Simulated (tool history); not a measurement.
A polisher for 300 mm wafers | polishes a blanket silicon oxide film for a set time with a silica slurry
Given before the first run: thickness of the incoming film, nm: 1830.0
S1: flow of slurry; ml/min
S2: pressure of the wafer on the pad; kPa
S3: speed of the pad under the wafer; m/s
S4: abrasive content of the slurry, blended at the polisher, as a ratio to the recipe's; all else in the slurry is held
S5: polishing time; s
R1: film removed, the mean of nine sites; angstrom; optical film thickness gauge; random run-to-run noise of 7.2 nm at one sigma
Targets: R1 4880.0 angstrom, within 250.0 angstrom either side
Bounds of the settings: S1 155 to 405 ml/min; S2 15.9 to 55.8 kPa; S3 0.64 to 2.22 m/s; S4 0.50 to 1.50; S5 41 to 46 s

| run | hour | S1 | S2 | S3 | S4 | S5 | R1 |
|---|---|---|---|---|---|---|---|
| 1 | 0.0 | 260 | 35.9 | 1.42 | 1.00 | 46 | 2669.2 |
| 2 | 4.6 | 260 | 37.9 | 1.44 | 1.00 | 46 | 2823.5 |
| 3 | 6.3 | 325 | 37.9 | 1.44 | 1.00 | 46 | 2900.3 |
| 4 | 9.3 | 325 | 40.0 | 1.46 | 1.00 | 46 | 2985.6 |
| 5 | 14.2 | 365 | 40.0 | 1.46 | 1.00 | 46 | 3093.5 |
| 6 | 18.2 | 365 | 42.1 | 1.48 | 1.00 | 46 | 3305.8 |
| 7 | 20.4 | 365 | 43.4 | 1.50 | 1.00 | 46 | 3448.5 |
| 8 | 25.8 | 365 | 44.8 | 1.52 | 1.00 | 46 | 3468.0 |
| 9 | 29.1 | 365 | 46.2 | 1.56 | 1.00 | 46 | 3809.1 |
| 10 | 37.4 | 365 | 47.6 | 1.56 | 1.00 | 46 | 3899.9 |
| 11 | 43.0 | 365 | 48.3 | 1.56 | 1.00 | 46 | 3878.5 |
| 12 | 48.2 | 365 | 49.0 | 1.58 | 1.00 | 46 | 3954.9 |
| 13 | 57.2 | 365 | 49.6 | 1.60 | 1.00 | 46 | 4116.1 |
| 14 | 65.1 | 365 | 50.3 | 1.60 | 1.00 | 46 | 4161.9 |

Exactly one of the 5 candidate moves below puts every result within its allowed miss. Which one?
| A | 73.0 | 365 | 55.8 | 1.84 | 0.90 | 46 | ? |
| B | 73.0 | 310 | 55.2 | 1.60 | 0.85 | 43 | ? |
| C | 73.0 | 380 | 40.7 | 1.66 | 0.85 | 46 | ? |
| D | 73.0 | 305 | 55.8 | 1.00 | 1.40 | 45 | ? |
| E | 73.0 | 400 | 47.6 | 1.52 | 1.10 | 41 | ? |

| move | R1 |
|---|---|
| A | 4856.0 |
| B | 3782.9 |
| C | 3148.5 |
| D | 3707.4 |
| E | 3650.2 |
A: every result lands within tolerance
B: lands further from the targets than the last run did
C: lands further from the targets than the last run did
D: lands further from the targets than the last run did
E: lands further from the targets than the last run did
The move that meets every target is A.
